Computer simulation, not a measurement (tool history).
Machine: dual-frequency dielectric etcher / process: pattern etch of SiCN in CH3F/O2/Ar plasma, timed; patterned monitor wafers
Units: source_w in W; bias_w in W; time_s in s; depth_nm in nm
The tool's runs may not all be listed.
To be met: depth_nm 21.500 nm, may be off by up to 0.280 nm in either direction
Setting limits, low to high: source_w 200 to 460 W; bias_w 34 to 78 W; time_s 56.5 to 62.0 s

{"run": 1, "hour": 0.0, "source_w": 330, "bias_w": 56, "time_s": 62.0, "depth_nm": 20.326}
{"run": 2, "hour": 0.8, "source_w": 330, "bias_w": 51, "time_s": 62.0, "depth_nm": 19.554}
{"run": 3, "hour": 3.9, "source_w": 330, "bias_w": 42, "time_s": 62.0, "depth_nm": 18.118}
{"run": 4, "hour": 6.7, "source_w": 370, "bias_w": 42, "time_s": 62.0, "depth_nm": 18.963}
{"hour": 14.2, "done": "source power generator calibrated"}
{"run": 5, "hour": 14.2, "source_w": 390, "bias_w": 43, "time_s": 62.0, "depth_nm": 19.368}
{"run": 6, "hour": 17.1, "source_w": 390, "bias_w": 36, "time_s": 62.0, "depth_nm": 18.158}
{"run": 7, "hour": 20.9, "source_w": 400, "bias_w": 39, "time_s": 62.0, "depth_nm": 18.875}
{"run": 8, "hour": 22.2, "source_w": 410, "bias_w": 41, "time_s": 62.0, "depth_nm": 19.39}
{"run": 9, "hour": 29.0, "source_w": 420, "bias_w": 43, "time_s": 62.0, "depth_nm": 20.04}
{"run": 10, "hour": 33.4, "source_w": 430, "bias_w": 44, "time_s": 62.0, "depth_nm": 20.466}
{"run": 11, "hour": 38.7, "source_w": 440, "bias_w": 44, "time_s": 62.0, "depth_nm": 20.614}
{"run": 12, "hour": 40.7, "source_w": 460, "bias_w": 48, "time_s": 62.0, "depth_nm": 21.912}

5 candidate next runs follow, results not yet known. Just one meets every target within its allowed miss. Identify it.
{"run": "A", "hour": 42.7, "source_w": 460, "bias_w": 52, "time_s": 60.5, "depth_nm": "?"}
{"run": "B", "hour": 42.7, "source_w": 460, "bias_w": 50, "time_s": 62.0, "depth_nm": "?"}
{"run": "C", "hour": 42.7, "source_w": 460, "bias_w": 46, "time_s": 62.0, "depth_nm": "?"}
{"run": "D", "hour": 42.7, "source_w": 400, "bias_w": 48, "time_s": 62.0, "depth_nm": "?"}
{"run": "E", "hour": 42.7, "source_w": 460, "bias_w": 53, "time_s": 62.0, "depth_nm": "?"}

move=A depth_nm=21.998
move=B depth_nm=22.181
move=C depth_nm=21.432
move=D depth_nm=20.557
move=E depth_nm=22.722
A: its largest miss is bigger than the last run's
B: its largest miss is bigger than the last run's
C: every result lands within tolerance
D: takes the biggest miss from the last run beyond its target
E: its largest miss is bigger than the last run's
The right move is C.
